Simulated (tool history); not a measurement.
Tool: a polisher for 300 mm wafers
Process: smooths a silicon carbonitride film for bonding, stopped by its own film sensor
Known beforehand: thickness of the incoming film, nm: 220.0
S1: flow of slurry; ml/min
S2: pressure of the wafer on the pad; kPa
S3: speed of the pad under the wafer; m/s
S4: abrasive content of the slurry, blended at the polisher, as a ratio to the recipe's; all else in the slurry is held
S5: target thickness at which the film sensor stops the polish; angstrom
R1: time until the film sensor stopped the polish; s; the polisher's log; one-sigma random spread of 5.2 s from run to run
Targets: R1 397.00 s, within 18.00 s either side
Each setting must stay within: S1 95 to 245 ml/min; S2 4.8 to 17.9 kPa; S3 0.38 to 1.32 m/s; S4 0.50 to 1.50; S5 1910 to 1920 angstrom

run,day,S1,S2,S3,S4,S5,R1
1,0.000,155,11.0,0.84,1.00,1920,172.48
2,0.062,155,9.0,0.76,1.00,1920,219.18
3,0.288,155,7.6,0.76,1.00,1920,249.59
4,0.467,185,7.6,0.76,1.00,1920,239.94
5,0.542,185,5.5,0.76,1.00,1920,298.00
6,0.650,185,5.5,0.68,1.00,1920,329.54
7,0.896,185,5.5,0.66,1.00,1920,334.65
8,0.967,185,5.5,0.64,1.00,1920,350.10
9,1.308,185,5.5,0.62,1.00,1920,353.07
10,1.683,185,5.5,0.60,1.00,1920,364.81
11,1.800,185,5.5,0.60,1.00,1920,362.23

Exercise: of the 5 proposed moves below, exactly one satisfies all targets within the stated allowed misses. Which move is it?
A,1.917,165,4.8,0.64,0.75,1920,?
B,1.917,175,6.2,0.52,0.85,1920,?
C,1.917,205,6.9,0.62,0.85,1920,?
D,1.917,185,7.6,0.54,0.95,1920,?
E,1.917,195,5.5,0.48,1.05,1920,?

move,R1
A,427.04
B,403.03
C,317.63
D,322.44
E,423.70
A: takes the biggest miss from the last run beyond its target
B: all results land within tolerance of their targets
C: its largest miss is bigger than the last run's
D: its largest miss is bigger than the last run's
E: takes the biggest miss from the last run beyond its target
The right move is B.
